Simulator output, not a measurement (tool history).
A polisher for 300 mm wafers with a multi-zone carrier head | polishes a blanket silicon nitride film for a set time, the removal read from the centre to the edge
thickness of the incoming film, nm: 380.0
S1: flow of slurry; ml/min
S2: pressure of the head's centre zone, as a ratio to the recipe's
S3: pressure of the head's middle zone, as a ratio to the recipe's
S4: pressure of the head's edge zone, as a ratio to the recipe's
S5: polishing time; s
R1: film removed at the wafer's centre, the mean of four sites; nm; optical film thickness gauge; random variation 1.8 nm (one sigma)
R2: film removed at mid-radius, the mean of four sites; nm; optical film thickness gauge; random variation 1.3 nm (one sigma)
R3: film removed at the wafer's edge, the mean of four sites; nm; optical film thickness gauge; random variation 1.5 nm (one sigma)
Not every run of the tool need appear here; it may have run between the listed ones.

run	hour	S1	S2	S3	S4	S5	R1	R2	R3
1	0.0	145	1.00	1.00	1.00	75	145.16	145.14	147.21
2	3.2	150	0.99	1.00	1.02	75	145.41	149.57	146.00
3	10.5	140	0.98	0.99	1.03	77	142.82	150.23	147.32
4	18.7	140	0.94	0.99	1.03	77	134.26	149.56	152.23
5	20.3	145	0.94	0.98	1.03	78	141.62	151.28	153.86
6	25.6	145	0.94	1.03	1.03	78	140.05	156.36	152.23
7	33.2	145	0.93	1.01	1.03	79	143.87	156.53	153.05

Run 8 comes next. What will it give?
8	40.3	145	0.93	0.99	1.04	80	?	?	?

Run 8 measured R1 145.53 nm, R2 157.64 nm, R3 155.15 nm.

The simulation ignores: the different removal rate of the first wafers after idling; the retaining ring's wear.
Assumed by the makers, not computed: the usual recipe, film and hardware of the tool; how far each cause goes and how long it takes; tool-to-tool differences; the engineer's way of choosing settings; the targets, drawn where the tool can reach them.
